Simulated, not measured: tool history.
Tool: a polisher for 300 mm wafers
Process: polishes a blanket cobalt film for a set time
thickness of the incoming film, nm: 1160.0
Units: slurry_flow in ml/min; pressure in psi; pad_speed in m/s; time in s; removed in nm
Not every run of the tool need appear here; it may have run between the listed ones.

| run | hour | slurry_flow | pressure | pad_speed | time | removed |
|---|---|---|---|---|---|---|
| 1 | 0 | 155 | 1.7 | 1.04 | 83 | 328.36 |
| 2 | 4.2 | 195 | 1.7 | 1.04 | 83 | 340.24 |
| 3 | 7.7 | 195 | 2 | 1.04 | 83 | 403.37 |
| 4 | 9.5 | 195 | 1.8 | 1.04 | 83 | 357.09 |
| 5 | 12.6 | 195 | 1.9 | 1.04 | 83 | 381.51 |
| 6 | 16.4 | 195 | 2 | 1.04 | 83 | 394.77 |

Estimate the outcome of run 7 from the log above:
| 7 | 20.6 | 195 | 2.1 | 1.04 | 83 | ? |

removed: 418.17 nm
